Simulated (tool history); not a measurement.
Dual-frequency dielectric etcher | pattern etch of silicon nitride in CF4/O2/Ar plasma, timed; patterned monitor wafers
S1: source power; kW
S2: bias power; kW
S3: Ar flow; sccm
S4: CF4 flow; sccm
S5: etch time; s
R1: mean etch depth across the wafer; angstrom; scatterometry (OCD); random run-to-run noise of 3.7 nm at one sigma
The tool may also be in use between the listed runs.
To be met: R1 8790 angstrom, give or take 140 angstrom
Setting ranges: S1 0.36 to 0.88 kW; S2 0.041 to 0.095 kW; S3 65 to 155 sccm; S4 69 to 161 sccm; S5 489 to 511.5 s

{"run": 1, "hour": 0.0, "S1": 0.62, "S2": 0.068, "S3": 110, "S4": 115, "S5": 489, "R1": 12884}
{"run": 2, "hour": 7.1, "S1": 0.62, "S2": 0.068, "S3": 117, "S4": 115, "S5": 489, "R1": 12740}
{"run": 3, "hour": 9.7, "S1": 0.72, "S2": 0.068, "S3": 117, "S4": 115, "S5": 489, "R1": 14940}
{"run": 4, "hour": 16.8, "S1": 0.64, "S2": 0.068, "S3": 117, "S4": 115, "S5": 489, "R1": 13121}
{"run": 5, "hour": 23.2, "S1": 0.58, "S2": 0.068, "S3": 117, "S4": 115, "S5": 489, "R1": 11890}
{"run": 6, "hour": 25.1, "S1": 0.58, "S2": 0.062, "S3": 117, "S4": 115, "S5": 489, "R1": 11540}
{"run": 7, "hour": 28.7, "S1": 0.54, "S2": 0.062, "S3": 117, "S4": 115, "S5": 489, "R1": 10665}
{"run": 8, "hour": 33.0, "S1": 0.51, "S2": 0.062, "S3": 117, "S4": 115, "S5": 489, "R1": 10081}
{"run": 9, "hour": 41.7, "S1": 0.41, "S2": 0.062, "S3": 117, "S4": 115, "S5": 489, "R1": 7863.6}
{"run": 10, "hour": 49.8, "S1": 0.42, "S2": 0.062, "S3": 117, "S4": 115, "S5": 489, "R1": 8080.6}

Of the 5 settings listed for the next run, only one would bring every result within its allowed miss of target. Which one?
{"run": "A", "hour": 57.9, "S1": 0.45, "S2": 0.068, "S3": 134, "S4": 82, "S5": 511.5, "R1": "?"}
{"run": "B", "hour": 57.9, "S1": 0.43, "S2": 0.068, "S3": 126, "S4": 97, "S5": 509, "R1": "?"}
{"run": "C", "hour": 57.9, "S1": 0.46, "S2": 0.063, "S3": 122, "S4": 99, "S5": 511.5, "R1": "?"}
{"run": "D", "hour": 57.9, "S1": 0.37, "S2": 0.07, "S3": 110, "S4": 100, "S5": 502, "R1": "?"}
{"run": "E", "hour": 57.9, "S1": 0.46, "S2": 0.066, "S3": 141, "S4": 105, "S5": 511.5, "R1": "?"}

move=A R1=8789.1
move=B R1=8618.3
move=C R1=9161.9
move=D R1=7401.6
move=E R1=9170
A: meets every target
B: nearer the targets than the last run, but a result is still out of spec
C: takes the result that was furthest off past its target
D: moves away from the targets compared with the last run
E: takes the result that was furthest off past its target
The right move is A.

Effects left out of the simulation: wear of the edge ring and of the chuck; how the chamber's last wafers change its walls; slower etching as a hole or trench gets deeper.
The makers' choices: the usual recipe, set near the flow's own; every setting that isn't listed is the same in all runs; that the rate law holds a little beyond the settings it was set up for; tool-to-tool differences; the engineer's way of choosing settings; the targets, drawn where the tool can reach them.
